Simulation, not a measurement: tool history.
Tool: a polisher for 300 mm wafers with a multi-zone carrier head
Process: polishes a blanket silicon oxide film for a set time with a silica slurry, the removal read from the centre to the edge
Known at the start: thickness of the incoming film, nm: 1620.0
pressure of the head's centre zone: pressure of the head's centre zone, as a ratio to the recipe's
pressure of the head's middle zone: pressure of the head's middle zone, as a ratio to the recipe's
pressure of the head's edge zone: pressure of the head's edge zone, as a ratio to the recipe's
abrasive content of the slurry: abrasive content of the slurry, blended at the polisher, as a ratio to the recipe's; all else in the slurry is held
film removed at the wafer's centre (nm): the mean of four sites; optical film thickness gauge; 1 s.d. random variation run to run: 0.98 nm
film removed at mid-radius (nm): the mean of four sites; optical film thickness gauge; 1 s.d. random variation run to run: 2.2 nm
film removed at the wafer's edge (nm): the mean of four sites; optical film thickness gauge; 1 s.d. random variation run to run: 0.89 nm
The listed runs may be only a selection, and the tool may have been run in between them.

| run | day | flow of slurry (ml/min) | pressure of the head's centre zone | pressure of the head's middle zone | pressure of the head's edge zone | abrasive content of the slurry | polishing time (s) | film removed at the wafer's centre (nm) | film removed at mid-radius (nm) | film removed at the wafer's edge (nm) |
|---|---|---|---|---|---|---|---|---|---|---|
| 1 | 0 | 310 | 1 | 1 | 1 | 1 | 46 | 174.98 | 170.95 | 174.12 |
| 2 | 0.221 | 300 | 0.96 | 1.01 | 0.97 | 0.95 | 46 | 166.53 | 171.14 | 169.89 |
| 3 | 0.325 | 265 | 0.96 | 1.01 | 0.97 | 0.95 | 46 | 162.07 | 167.28 | 167.11 |
| 4 | 0.633 | 210 | 0.96 | 1.01 | 0.97 | 0.95 | 46 | 156.31 | 162.53 | 162.13 |
| 5 | 0.838 | 210 | 1 | 1.01 | 0.97 | 0.95 | 46 | 164.63 | 164.74 | 163.11 |
| 6 | 1.208 | 210 | 1 | 1.01 | 1.03 | 0.95 | 46 | 164.13 | 161.45 | 166.28 |
| 7 | 1.35 | 205 | 0.96 | 1.02 | 1 | 0.9 | 46 | 152.97 | 163.33 | 159.71 |
| 8 | 1.671 | 200 | 0.93 | 1.02 | 0.99 | 0.85 | 46 | 144.24 | 155.08 | 156.85 |
| 9 | 1.817 | 200 | 0.91 | 1.03 | 0.97 | 0.85 | 46 | 140.69 | 156.91 | 155.57 |
| 10 | 2.046 | 200 | 0.89 | 1.04 | 0.95 | 0.85 | 46 | 138.71 | 158.74 | 156 |
| 11 | 2.096 | 200 | 0.88 | 1.05 | 0.93 | 0.8 | 46 | 135.3 | 151.65 | 152.3 |
| 12 | 2.292 | 200 | 0.88 | 1.05 | 0.93 | 0.8 | 46 | 134.89 | 154.81 | 151.49 |
| 13 | 2.592 | 200 | 0.87 | 1.06 | 0.92 | 0.8 | 46 | 131.85 | 160.83 | 147.97 |
| 14 | 2.95 | 200 | 0.86 | 1.06 | 0.92 | 0.8 | 46 | 129.32 | 153.26 | 150.11 |
| 15 | 3.262 | 200 | 0.86 | 1.07 | 0.91 | 0.8 | 46 | 130.44 | 161.26 | 149.93 |
| 16 | 3.392 | 200 | 0.86 | 1.07 | 0.9 | 0.8 | 46 | 132.54 | 156.3 | 149.05 |
| 17 | 3.704 | 200 | 0.85 | 1.08 | 0.89 | 0.8 | 46 | 130.06 | 160.63 | 149.77 |

What will run 18 give?
| 18 | 3.896 | 200 | 0.85 | 1.08 | 0.88 | 0.8 | 46 | ? | ? | ? |

film removed at the wafer's centre (nm): 128.36
film removed at mid-radius (nm): 161.01
film removed at the wafer's edge (nm): 148.49
